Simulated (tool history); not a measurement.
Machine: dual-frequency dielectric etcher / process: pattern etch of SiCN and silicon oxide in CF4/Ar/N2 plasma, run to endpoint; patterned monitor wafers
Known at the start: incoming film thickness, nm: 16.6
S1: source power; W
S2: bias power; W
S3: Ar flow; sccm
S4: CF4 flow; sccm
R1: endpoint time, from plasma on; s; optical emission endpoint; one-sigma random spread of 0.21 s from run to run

run 1 day=0 | S1=500 S2=63 S3=101 S4=64 | R1=19.062
run 2 day=0.154 | S1=470 S2=62 S3=101 S4=64 | R1=19.91
run 3 day=0.304 | S1=440 S2=61 S3=101 S4=64 | R1=21.675
run 4 day=0.558 | S1=490 S2=61 S3=101 S4=64 | R1=19.464
run 5 day=0.692 | S1=460 S2=61 S3=101 S4=64 | R1=20.727
run 6 day=0.946 | S1=440 S2=61 S3=101 S4=64 | R1=21.801
run 7 day=1.3 | S1=430 S2=61 S3=101 S4=64 | R1=22
run 8 day=1.446 | S1=420 S2=61 S3=101 S4=64 | R1=22.933
run 9 day=1.7 | S1=420 S2=61 S3=101 S4=64 | R1=22.878

Run 10 has not been measured yet. What should we expect?
run 10 day=1.9 | S1=410 S2=61 S3=101 S4=64 | R1=?

{"run 10": {"R1": 23.726}}

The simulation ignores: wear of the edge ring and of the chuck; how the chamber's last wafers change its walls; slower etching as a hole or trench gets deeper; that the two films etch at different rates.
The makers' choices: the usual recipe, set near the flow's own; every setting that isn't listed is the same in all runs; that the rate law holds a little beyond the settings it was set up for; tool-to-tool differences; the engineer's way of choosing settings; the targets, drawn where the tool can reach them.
